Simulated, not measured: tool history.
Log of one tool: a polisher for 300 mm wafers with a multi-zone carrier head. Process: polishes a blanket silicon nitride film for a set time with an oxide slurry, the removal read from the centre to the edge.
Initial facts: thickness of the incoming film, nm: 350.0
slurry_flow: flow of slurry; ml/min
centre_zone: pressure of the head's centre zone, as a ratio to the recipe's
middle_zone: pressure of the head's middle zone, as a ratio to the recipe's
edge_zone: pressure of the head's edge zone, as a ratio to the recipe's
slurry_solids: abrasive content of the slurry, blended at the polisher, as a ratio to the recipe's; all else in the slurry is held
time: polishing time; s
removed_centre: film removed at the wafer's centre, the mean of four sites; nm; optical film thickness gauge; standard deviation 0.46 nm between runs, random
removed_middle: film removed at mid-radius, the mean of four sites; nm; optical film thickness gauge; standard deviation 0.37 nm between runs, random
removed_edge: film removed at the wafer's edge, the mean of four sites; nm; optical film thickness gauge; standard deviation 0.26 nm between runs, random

run	hour	slurry_flow	centre_zone	middle_zone	edge_zone	slurry_solids	time	removed_centre	removed_middle	removed_edge
1	0.0	265	1.00	1.00	1.00	1.00	71	72.914	76.368	72.450
2	6.4	265	1.03	1.00	1.00	1.00	71	76.064	76.197	73.824
3	7.3	260	1.01	0.98	0.99	0.95	66	68.332	68.469	65.882
4	16.0	260	1.01	0.98	0.99	0.95	59	62.155	61.363	58.850
5	19.7	260	1.01	0.98	0.99	0.80	59	57.232	56.888	53.451
6	22.6	255	0.99	0.96	1.00	0.75	56	51.243	48.552	48.799
7	26.5	250	0.97	0.95	0.99	0.70	55	46.048	46.731	46.992
8	35.1	250	0.96	0.94	0.98	0.65	53	41.495	42.382	42.930
9	38.1	250	0.96	0.93	0.97	0.65	52	42.797	42.004	41.252
10	46.7	245	0.94	0.91	0.97	0.65	52	39.807	40.114	41.662

Expected results for the next run?
11	49.4	245	0.93	0.90	0.96	0.65	52	?	?	?

removed_centre: 40.245 nm
removed_middle: 39.997 nm
removed_edge: 41.108 nm
